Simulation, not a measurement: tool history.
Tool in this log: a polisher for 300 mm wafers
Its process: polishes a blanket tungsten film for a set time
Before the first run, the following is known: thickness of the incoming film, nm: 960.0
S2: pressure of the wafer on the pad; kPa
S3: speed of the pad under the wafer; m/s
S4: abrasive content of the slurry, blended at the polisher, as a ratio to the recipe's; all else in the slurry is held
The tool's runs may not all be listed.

Run 1, hour 0: flow of slurry (ml/min) 210, S2 33.1 kPa, S3 1.06 m/s, S4 1, polishing time (s) 75. Result: film removed (Å) 3241.9.
Run 2, hour 5.7: flow of slurry (ml/min) 210, S2 29 kPa, S3 1.06 m/s, S4 1, polishing time (s) 75. Result: film removed (Å) 2898.1.
Run 3, hour 11.7: flow of slurry (ml/min) 210, S2 33.1 kPa, S3 1.08 m/s, S4 1, polishing time (s) 75. Result: film removed (Å) 3372.9.
Run 4, hour 17.9: flow of slurry (ml/min) 160, S2 33.1 kPa, S3 1.08 m/s, S4 1, polishing time (s) 75. Result: film removed (Å) 3178.8.
Run 5, hour 25.1: flow of slurry (ml/min) 140, S2 33.1 kPa, S3 1.08 m/s, S4 1, polishing time (s) 75. Result: film removed (Å) 3172.7.
At hour 27.2: slurry tank refilled with fresh slurry and peroxide.
Run 6, hour 27.2: flow of slurry (ml/min) 140, S2 33.1 kPa, S3 1.08 m/s, S4 1.15, polishing time (s) 75. Result: film removed (Å) 3905.1.
Run 7, hour 34.2: flow of slurry (ml/min) 140, S2 35.2 kPa, S3 1.08 m/s, S4 1.15, polishing time (s) 75. Result: film removed (Å) 4212.8.

Run 8 is up next; what results do you expect?
Run 8, hour 35.1: flow of slurry (ml/min) 140, S2 36.5 kPa, S3 1.08 m/s, S4 1.15, polishing time (s) 75. Result: film removed (Å) ?.

film removed (Å): 4391.8
